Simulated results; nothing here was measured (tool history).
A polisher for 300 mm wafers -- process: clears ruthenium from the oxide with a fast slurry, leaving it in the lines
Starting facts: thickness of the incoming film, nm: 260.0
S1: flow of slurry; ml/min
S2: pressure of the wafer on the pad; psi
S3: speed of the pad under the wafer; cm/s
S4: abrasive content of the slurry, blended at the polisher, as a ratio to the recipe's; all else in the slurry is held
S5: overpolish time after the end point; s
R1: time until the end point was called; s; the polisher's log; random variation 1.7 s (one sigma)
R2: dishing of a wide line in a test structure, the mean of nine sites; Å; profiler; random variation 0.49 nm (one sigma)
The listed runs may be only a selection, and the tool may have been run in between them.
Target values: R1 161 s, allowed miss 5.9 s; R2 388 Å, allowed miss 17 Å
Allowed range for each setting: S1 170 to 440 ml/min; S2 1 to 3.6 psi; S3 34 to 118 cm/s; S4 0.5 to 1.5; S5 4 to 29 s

run  hour   S1   S2  S3    S4  S5      R1      R2
  1     0  280  2.3  76     1  15  124.93  283.55
  2   7.6  280  2.3  76  0.85  15  143.54  265.15
  3  13.9  280  2.5  76  0.85  15  130.05  285.18
  4  14.7  280  2.4  76  0.85  16  134.39  292.89
  5  20.5  280  2.3  76  0.85  17  139.61  301.91
  6  21.7  280  2.3  76  0.85  18  138.99  318.91
  7  28.5  280  2.2  76  0.85  19  144.83  320.88
  8  31.5  280  2.2  76  0.85  20  144.55  333.81
  9    38  280  2.2  76  0.85  20  147.19  335.11
 10  39.3  280  2.2  76  0.85  20   146.1  333.54
 11  40.4  280  2.2  76  0.85  21  146.61  345.51
 12  47.3  280  2.2  76  0.85  22  145.09  357.26
 13  54.9  280  2.2  76  0.85  23  146.48  378.21
 14  56.2  275  2.1  76  0.85  24  155.95  376.74

Which single option among these 5 for the next run brings every result within its allowed miss of target? Just one does.
  A  57.5  225  2.4  76  0.75  24   ?   ?
  B  57.5  285  2.2  82  0.75  23   ?   ?
  C  57.5  260  1.7  90  0.85  26   ?   ?
  D  57.5  300    2  64   1.3  24   ?   ?
  E  57.5  270  2.8  56  0.85  23   ?   ?

move      R1      R2
   A   150.7  390.39
   B  148.09   381.6
   C  161.32  394.65
   D  151.39  388.78
   E  156.84  362.11
A: further off than the last run
B: further off than the last run
C: each result inside its tolerance
D: further off than the last run
E: corrects the largest miss of the last run, while another result sits out of spec
C meets every target.

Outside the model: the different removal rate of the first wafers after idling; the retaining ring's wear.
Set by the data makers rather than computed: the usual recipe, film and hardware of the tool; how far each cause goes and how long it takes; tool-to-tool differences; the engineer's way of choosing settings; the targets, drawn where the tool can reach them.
